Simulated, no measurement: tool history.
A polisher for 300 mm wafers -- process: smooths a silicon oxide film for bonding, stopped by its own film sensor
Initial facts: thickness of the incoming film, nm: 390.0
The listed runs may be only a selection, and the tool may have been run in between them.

run,hour,flow of slurry (ml/min),pressure of the wafer on the pad (kPa),speed of the pad under the wafer (m/s),abrasive content of the slurry,target thickness at which the film sensor stops the polish (angstrom),time until the film sensor stopped the polish (s)
1,0,305,16.5,1.16,1,3330,70.978
2,7,305,16.5,1.16,0.8,3330,76.851
3,14.4,305,16.5,1.16,0.7,3330,79.652
4,20.8,305,17.9,1.16,0.7,3330,72.517
5,29.7,305,16.5,1.16,0.7,3330,78.134
6,38.4,305,17.9,1.16,0.7,3330,74.166
7,41.6,305,22.1,1.2,0.7,3330,58.752
8,47.1,305,22.8,1.2,0.7,3330,57.095
9,51.1,305,22.8,1.2,0.7,3330,59.036
10,56.7,305,23.4,1.22,0.7,3330,55.76

Run 11 comes next. What will it give?
11,63.3,305,24.1,1.22,0.7,3330,?

Run 11 gave time until the film sensor stopped the polish (s) 54.492.
